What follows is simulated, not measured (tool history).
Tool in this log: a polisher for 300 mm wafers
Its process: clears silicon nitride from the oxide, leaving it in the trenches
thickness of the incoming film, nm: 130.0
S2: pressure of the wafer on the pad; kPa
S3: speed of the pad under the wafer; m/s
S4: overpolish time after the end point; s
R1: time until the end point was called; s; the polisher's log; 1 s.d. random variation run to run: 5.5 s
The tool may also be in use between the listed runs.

Run 1, hour 0: flow of slurry (ml/min) 280, S2 23.4 kPa, S3 0.8 m/s, S4 31 s. Result: R1 148.88 s.
Run 2, hour 1.4: flow of slurry (ml/min) 280, S2 23.4 kPa, S3 0.8 m/s, S4 34 s. Result: R1 144.02 s.
Run 3, hour 7.7: flow of slurry (ml/min) 280, S2 21.4 kPa, S3 0.76 m/s, S4 34 s. Result: R1 168.25 s.
Run 4, hour 14.5: flow of slurry (ml/min) 280, S2 21.4 kPa, S3 0.86 m/s, S4 34 s. Result: R1 146.05 s.
Run 5, hour 22.3: flow of slurry (ml/min) 280, S2 21.4 kPa, S3 0.86 m/s, S4 31 s. Result: R1 153.59 s.
Run 6, hour 27.1: flow of slurry (ml/min) 280, S2 17.9 kPa, S3 0.86 m/s, S4 31 s. Result: R1 179.34 s.
Run 7, hour 32.4: flow of slurry (ml/min) 280, S2 16.5 kPa, S3 0.84 m/s, S4 31 s. Result: R1 191.76 s.

Expected results for the next run?
Run 8, hour 35.7: flow of slurry (ml/min) 280, S2 15.2 kPa, S3 0.8 m/s, S4 31 s. Result: R1 ?.

R1: 224.23 s

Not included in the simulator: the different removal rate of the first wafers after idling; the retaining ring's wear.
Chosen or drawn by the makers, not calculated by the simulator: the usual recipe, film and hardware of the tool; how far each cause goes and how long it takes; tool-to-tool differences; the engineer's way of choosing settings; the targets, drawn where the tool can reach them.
